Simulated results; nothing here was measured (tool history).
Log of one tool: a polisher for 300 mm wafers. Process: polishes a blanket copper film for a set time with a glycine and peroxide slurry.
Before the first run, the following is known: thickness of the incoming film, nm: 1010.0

| run | day | flow of slurry (ml/min) | pressure of the wafer on the pad (kPa) | speed of the pad under the wafer (cm/s) | polishing time (s) | film removed (Å) |
|---|---|---|---|---|---|---|
| 1 | 0 | 175 | 24.1 | 80 | 25 | 1495.9 |
| 2 | 0.05 | 175 | 22.1 | 80 | 25 | 1378.3 |
| 3 | 0.329 | 175 | 22.1 | 70 | 25 | 1262.7 |
| 4 | 0.6 | 175 | 22.1 | 84 | 25 | 1456.1 |
| 5 | 0.838 | 175 | 16.5 | 84 | 25 | 1190.3 |
| 6 | 0.992 | 175 | 16.5 | 84 | 25 | 1156.9 |
| 7 | 1.308 | 175 | 15.9 | 84 | 25 | 1142.7 |
| 8 | 1.375 | 175 | 15.2 | 84 | 25 | 1108.9 |
| 9 | 1.446 | 170 | 13.1 | 84 | 25 | 970.94 |
| 10 | 1.596 | 175 | 13.1 | 84 | 25 | 954.13 |
|  | 1.654 | worn pad replaced by a new one |
| 11 | 1.654 | 175 | 13.8 | 84 | 25 | 1138.9 |
| 12 | 1.746 | 170 | 13.8 | 84 | 25 | 1118.5 |
| 13 | 1.875 | 175 | 13.8 | 84 | 25 | 1122.6 |
| 14 | 1.979 | 170 | 13.8 | 84 | 25 | 1093.7 |
| 15 | 2.208 | 175 | 13.8 | 84 | 25 | 1096.7 |
| 16 | 2.567 | 175 | 13.8 | 84 | 25 | 1118.8 |

What will run 17 give?
| 17 | 2.679 | 175 | 13.8 | 84 | 25 | ? |

{"run 17": {"film removed (Å)": 1111.1}}
